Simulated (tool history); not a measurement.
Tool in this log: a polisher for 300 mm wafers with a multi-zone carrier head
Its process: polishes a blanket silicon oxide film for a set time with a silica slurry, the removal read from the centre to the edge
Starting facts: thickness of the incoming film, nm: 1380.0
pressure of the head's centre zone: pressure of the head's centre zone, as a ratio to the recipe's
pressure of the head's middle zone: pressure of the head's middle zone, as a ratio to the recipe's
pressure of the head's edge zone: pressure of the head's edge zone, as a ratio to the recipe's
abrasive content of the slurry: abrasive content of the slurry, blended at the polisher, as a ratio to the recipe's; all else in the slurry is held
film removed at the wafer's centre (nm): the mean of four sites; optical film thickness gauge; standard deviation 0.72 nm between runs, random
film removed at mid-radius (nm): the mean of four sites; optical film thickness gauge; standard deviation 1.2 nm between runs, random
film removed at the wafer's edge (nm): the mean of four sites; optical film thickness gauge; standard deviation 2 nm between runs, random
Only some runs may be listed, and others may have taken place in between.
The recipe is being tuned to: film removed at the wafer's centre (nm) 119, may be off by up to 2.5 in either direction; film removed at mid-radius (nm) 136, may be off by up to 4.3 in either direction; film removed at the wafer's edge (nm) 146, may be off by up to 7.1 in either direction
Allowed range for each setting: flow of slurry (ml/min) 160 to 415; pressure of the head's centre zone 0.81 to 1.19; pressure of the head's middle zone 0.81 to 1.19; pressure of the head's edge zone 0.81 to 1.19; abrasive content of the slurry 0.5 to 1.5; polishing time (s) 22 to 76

| run | hour | flow of slurry (ml/min) | pressure of the head's centre zone | pressure of the head's middle zone | pressure of the head's edge zone | abrasive content of the slurry | polishing time (s) | film removed at the wafer's centre (nm) | film removed at mid-radius (nm) | film removed at the wafer's edge (nm) |
|---|---|---|---|---|---|---|---|---|---|---|
| 1 | 0 | 265 | 1 | 1 | 1 | 1 | 49 | 160.61 | 157.87 | 157.87 |
| 2 | 4.9 | 265 | 1 | 1 | 1 | 1.15 | 49 | 168.1 | 169.08 | 175.05 |
| 3 | 12.1 | 250 | 0.96 | 0.99 | 1.01 | 1.1 | 49 | 158.7 | 163.16 | 167.42 |
| 4 | 14 | 250 | 0.96 | 1.06 | 1.01 | 1.1 | 49 | 158.86 | 173.16 | 169.94 |
| 5 | 21.2 | 250 | 0.96 | 1.06 | 1.01 | 1.3 | 49 | 167.26 | 183.93 | 177.84 |
| 6 | 23.1 | 250 | 0.96 | 1.12 | 1.01 | 1.3 | 49 | 171.26 | 192.51 | 174.93 |
| 7 | 24.1 | 245 | 0.93 | 1.08 | 0.99 | 1.2 | 49 | 158.94 | 179.39 | 174.04 |
| 8 | 29.3 | 245 | 0.93 | 1.08 | 0.99 | 1.2 | 49 | 159.53 | 180.39 | 171.69 |
| 9 | 30.7 | 235 | 0.91 | 1.06 | 0.99 | 1.1 | 49 | 151.04 | 172.51 | 165.34 |
| 10 | 33.4 | 230 | 0.89 | 1.03 | 0.99 | 1 | 49 | 139.52 | 159.87 | 161.78 |
| 11 | 37.4 | 225 | 0.88 | 1.01 | 0.97 | 0.95 | 49 | 137.3 | 156.27 | 154.72 |
| 12 | 38.8 | 220 | 0.87 | 0.99 | 0.97 | 0.9 | 49 | 131.84 | 149.01 | 154.39 |
| 13 | 43.3 | 215 | 0.86 | 0.98 | 0.96 | 0.9 | 49 | 130.73 | 146.54 | 148.52 |
| 14 | 49.9 | 210 | 0.85 | 0.97 | 0.97 | 0.9 | 49 | 129.1 | 144.82 | 149.82 |
| 15 | 51.4 | 205 | 0.84 | 0.97 | 0.97 | 0.9 | 49 | 127.18 | 141.34 | 148.73 |
| 16 | 56.2 | 200 | 0.83 | 0.97 | 0.97 | 0.9 | 49 | 125.45 | 145.01 | 144.13 |
| 17 | 58.8 | 205 | 0.83 | 0.96 | 0.98 | 0.85 | 49 | 123.15 | 139.52 | 145.63 |
| 18 | 63.1 | 200 | 0.83 | 0.96 | 0.99 | 0.85 | 49 | 120.85 | 141.27 | 147.64 |
| 19 | 66.7 | 175 | 0.83 | 0.92 | 0.98 | 0.85 | 49 | 117.69 | 131.2 | 143.32 |

Which one of the following 5 next-run settings gets every result inside its allowed miss? There is exactly one.
| A | 70.3 | 230 | 0.87 | 1.02 | 0.84 | 0.9 | 46 | ? | ? | ? |
| B | 70.3 | 200 | 0.89 | 0.95 | 0.85 | 0.85 | 48 | ? | ? | ? |
| C | 70.3 | 175 | 0.86 | 0.92 | 0.95 | 0.85 | 51 | ? | ? | ? |
| D | 70.3 | 160 | 0.85 | 0.97 | 1.04 | 0.75 | 52 | ? | ? | ? |
| E | 70.3 | 255 | 0.86 | 1 | 0.86 | 0.65 | 50 | ? | ? | ? |

| move | film removed at the wafer's centre (nm) | film removed at mid-radius (nm) | film removed at the wafer's edge (nm) |
|---|---|---|---|
| A | 125.73 | 143.6 | 130.39 |
| B | 127.48 | 134.89 | 131.57 |
| C | 128 | 136.21 | 144.59 |
| D | 120 | 135.08 | 143.93 |
| E | 119.39 | 135.23 | 125.78 |
A: carries the result that was furthest off beyond its target, to the other side
B: gets the furthest-off result to its target, but another result is out of tolerance
C: gets the furthest-off result to its target, but another result is out of tolerance
D: in spec on every target
E: gets the furthest-off result to its target, but another result is out of tolerance
So the answer is move D, the one that meets all the targets.
